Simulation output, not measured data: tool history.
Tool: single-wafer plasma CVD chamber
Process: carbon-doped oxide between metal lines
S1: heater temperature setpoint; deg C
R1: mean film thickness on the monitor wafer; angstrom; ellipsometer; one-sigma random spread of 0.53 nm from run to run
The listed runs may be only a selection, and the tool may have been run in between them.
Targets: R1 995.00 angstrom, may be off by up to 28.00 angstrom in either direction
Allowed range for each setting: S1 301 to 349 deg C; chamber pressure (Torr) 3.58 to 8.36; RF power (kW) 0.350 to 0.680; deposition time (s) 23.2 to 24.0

{"run": 1, "hour": 0.0, "S1": 325, "chamber pressure (Torr)": 5.97, "RF power (kW)": 0.515, "deposition time (s)": 23.2, "R1": 1342.0}
{"run": 2, "hour": 2.7, "S1": 319, "chamber pressure (Torr)": 5.97, "RF power (kW)": 0.515, "deposition time (s)": 23.2, "R1": 1358.4}
{"run": 3, "hour": 3.8, "S1": 324, "chamber pressure (Torr)": 5.61, "RF power (kW)": 0.485, "deposition time (s)": 23.2, "R1": 1284.0}
{"run": 4, "hour": 11.6, "S1": 328, "chamber pressure (Torr)": 5.35, "RF power (kW)": 0.46, "deposition time (s)": 23.2, "R1": 1191.7}
{"run": 5, "hour": 13.9, "S1": 330, "chamber pressure (Torr)": 5.15, "RF power (kW)": 0.45, "deposition time (s)": 23.2, "R1": 1168.0}
{"run": 6, "hour": 16.1, "S1": 332, "chamber pressure (Torr)": 5.0, "RF power (kW)": 0.435, "deposition time (s)": 23.2, "R1": 1118.9}
{"run": 7, "hour": 16.9, "S1": 334, "chamber pressure (Torr)": 4.86, "RF power (kW)": 0.43, "deposition time (s)": 23.2, "R1": 1097.2}
{"run": 8, "hour": 21.8, "S1": 335, "chamber pressure (Torr)": 4.74, "RF power (kW)": 0.425, "deposition time (s)": 23.2, "R1": 1081.7}
{"run": 9, "hour": 30.7, "S1": 336, "chamber pressure (Torr)": 4.64, "RF power (kW)": 0.42, "deposition time (s)": 23.2, "R1": 1057.9}
{"run": 10, "hour": 35.4, "S1": 337, "chamber pressure (Torr)": 4.57, "RF power (kW)": 0.42, "deposition time (s)": 23.2, "R1": 1052.6}
{"run": 11, "hour": 37.6, "S1": 338, "chamber pressure (Torr)": 4.5, "RF power (kW)": 0.42, "deposition time (s)": 23.2, "R1": 1033.9}
{"run": 12, "hour": 40.7, "S1": 339, "chamber pressure (Torr)": 4.47, "RF power (kW)": 0.42, "deposition time (s)": 23.2, "R1": 1049.0}
{"run": 13, "hour": 45.4, "S1": 341, "chamber pressure (Torr)": 4.33, "RF power (kW)": 0.375, "deposition time (s)": 23.2, "R1": 924.5}
{"run": 14, "hour": 54.2, "S1": 340, "chamber pressure (Torr)": 4.37, "RF power (kW)": 0.38, "deposition time (s)": 23.2, "R1": 938.8}
{"run": 15, "hour": 58.7, "S1": 339, "chamber pressure (Torr)": 4.41, "RF power (kW)": 0.38, "deposition time (s)": 23.2, "R1": 948.38}
{"run": 16, "hour": 64.2, "S1": 338, "chamber pressure (Torr)": 4.45, "RF power (kW)": 0.38, "deposition time (s)": 23.2, "R1": 955.65}
{"run": 17, "hour": 65.2, "S1": 337, "chamber pressure (Torr)": 4.48, "RF power (kW)": 0.38, "deposition time (s)": 23.2, "R1": 947.75}

5 next moves are on the table. One of them brings every result within its allowed miss. Which?
{"run": "A", "hour": 66.2, "S1": 340, "chamber pressure (Torr)": 5.81, "RF power (kW)": 0.37, "deposition time (s)": 23.8, "R1": "?"}
{"run": "B", "hour": 66.2, "S1": 326, "chamber pressure (Torr)": 3.58, "RF power (kW)": 0.38, "deposition time (s)": 23.2, "R1": "?"}
{"run": "C", "hour": 66.2, "S1": 337, "chamber pressure (Torr)": 3.6, "RF power (kW)": 0.37, "deposition time (s)": 23.5, "R1": "?"}
{"run": "D", "hour": 66.2, "S1": 335, "chamber pressure (Torr)": 5.42, "RF power (kW)": 0.385, "deposition time (s)": 24.0, "R1": "?"}
{"run": "E", "hour": 66.2, "S1": 339, "chamber pressure (Torr)": 4.86, "RF power (kW)": 0.405, "deposition time (s)": 24.0, "R1": "?"}

move=A R1=995.88
move=B R1=951.38
move=C R1=910.19
move=D R1=1042.80
move=E R1=1053.60
A: all results in spec
B: better than the last run, though not everything is in spec
C: misses by more than the last run did
D: takes the result that was furthest off past its target
E: takes the result that was furthest off past its target
A meets every target.

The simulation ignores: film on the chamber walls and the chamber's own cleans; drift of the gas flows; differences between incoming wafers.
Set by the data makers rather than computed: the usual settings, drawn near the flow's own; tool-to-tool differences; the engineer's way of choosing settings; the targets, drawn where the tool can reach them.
